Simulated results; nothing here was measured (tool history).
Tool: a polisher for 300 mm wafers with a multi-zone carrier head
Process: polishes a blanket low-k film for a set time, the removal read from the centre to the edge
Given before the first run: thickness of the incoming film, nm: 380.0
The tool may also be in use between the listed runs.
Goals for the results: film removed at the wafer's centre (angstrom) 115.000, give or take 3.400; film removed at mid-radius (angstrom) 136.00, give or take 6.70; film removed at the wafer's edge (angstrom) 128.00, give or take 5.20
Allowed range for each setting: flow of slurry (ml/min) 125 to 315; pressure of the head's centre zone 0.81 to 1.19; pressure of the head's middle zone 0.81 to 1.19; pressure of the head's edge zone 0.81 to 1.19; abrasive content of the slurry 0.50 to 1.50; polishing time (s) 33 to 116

run,hour,flow of slurry (ml/min),pressure of the head's centre zone,pressure of the head's middle zone,pressure of the head's edge zone,abrasive content of the slurry,polishing time (s),film removed at the wafer's centre (angstrom),film removed at mid-radius (angstrom),film removed at the wafer's edge (angstrom)
1,0.0,205,1.00,1.00,1.00,1.00,74,174.750,182.02,176.29
2,0.8,205,1.00,0.92,1.00,1.00,74,176.920,163.62,173.88
3,8.0,205,1.00,0.92,1.00,1.00,67,158.310,147.38,158.47
4,16.9,205,0.93,0.92,1.00,1.00,67,147.650,154.21,160.76
5,24.2,200,0.91,0.92,0.97,0.90,67,133.660,141.19,145.82
6,28.5,190,0.89,0.92,0.94,0.90,67,130.470,138.97,144.88
# hour 32.7: worn pad replaced by a new one
7,32.7,190,0.88,0.94,0.92,0.85,67,138.350,154.96,156.93
8,35.0,220,0.88,0.94,0.96,0.75,66,126.140,141.80,139.23
9,40.6,230,0.87,0.94,0.97,0.70,66,117.980,131.80,135.78
10,45.5,230,0.88,0.96,0.97,0.65,66,112.110,122.18,123.44
11,48.4,240,0.87,0.97,0.96,0.65,66,110.000,124.62,121.81
12,50.8,255,0.88,1.04,1.01,0.70,66,120.450,145.58,137.16
13,52.2,255,0.88,1.03,1.00,0.70,66,120.750,143.23,133.75
14,56.0,255,0.88,1.02,0.99,0.70,66,122.000,143.39,135.80
15,63.2,250,0.88,1.02,0.98,0.70,66,121.570,141.45,135.55
16,70.9,250,0.88,1.03,0.98,0.70,66,122.290,143.38,137.13
17,77.0,260,0.88,1.03,0.99,0.70,66,121.500,146.00,137.00
18,79.2,245,0.86,1.01,0.91,0.60,66,100.950,120.27,112.27
19,82.2,245,0.87,1.02,0.93,0.60,66,100.160,121.43,113.19
20,88.8,255,0.87,1.02,0.94,0.60,66,101.050,120.91,112.18
21,94.0,255,0.88,1.03,0.96,0.60,66,104.160,121.33,114.70
22,101.1,265,0.88,1.03,0.97,0.60,66,103.310,121.23,115.43

Pick the move, out of 4, that brings all results within their allowed miss; only one does.
A,108.2,300,0.98,1.19,0.83,0.65,59,?,?,?
B,108.2,250,0.83,0.99,0.89,0.60,60,?,?,?
C,108.2,270,0.87,1.02,0.95,0.65,67,?,?,?
D,108.2,285,0.88,0.86,1.09,0.50,87,?,?,?

move,film removed at the wafer's centre (angstrom),film removed at mid-radius (angstrom),film removed at the wafer's edge (angstrom)
A,114.550,134.58,109.82
B,88.408,105.36,103.03
C,113.970,132.66,128.41
D,108.270,108.08,125.53
A: brings the last run's worst result on target, with another outside its allowed miss
B: further off than the last run
C: meets every target
D: further off than the last run
C meets every target.
